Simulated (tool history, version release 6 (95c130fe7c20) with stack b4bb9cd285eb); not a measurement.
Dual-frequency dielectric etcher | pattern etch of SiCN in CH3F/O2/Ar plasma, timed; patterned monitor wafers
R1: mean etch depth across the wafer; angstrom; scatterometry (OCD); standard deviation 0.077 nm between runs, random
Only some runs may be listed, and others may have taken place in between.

Run 1, hour 0: source power (kW) 0.31, bias power (kW) 0.064, etch time (s) 80. Result: R1 280.32 angstrom.
Run 2, hour 5.3: source power (kW) 0.31, bias power (kW) 0.064, etch time (s) 80. Result: R1 281.59 angstrom.
Run 3, hour 10.8: source power (kW) 0.31, bias power (kW) 0.064, etch time (s) 83.5. Result: R1 293.21 angstrom.
Run 4, hour 16.9: source power (kW) 0.31, bias power (kW) 0.073, etch time (s) 83.5. Result: R1 314.57 angstrom.
Run 5, hour 24: source power (kW) 0.32, bias power (kW) 0.073, etch time (s) 83.5. Result: R1 317.97 angstrom.
Run 6, hour 32.4: source power (kW) 0.32, bias power (kW) 0.062, etch time (s) 83.5. Result: R1 290.99 angstrom.
Run 7, hour 35.7: source power (kW) 0.35, bias power (kW) 0.064, etch time (s) 83.5. Result: R1 305.97 angstrom.

What will run 8 give?
Run 8, hour 43.5: source power (kW) 0.37, bias power (kW) 0.065, etch time (s) 83.5. Result: R1 ?.

R1: 313.14 angstrom
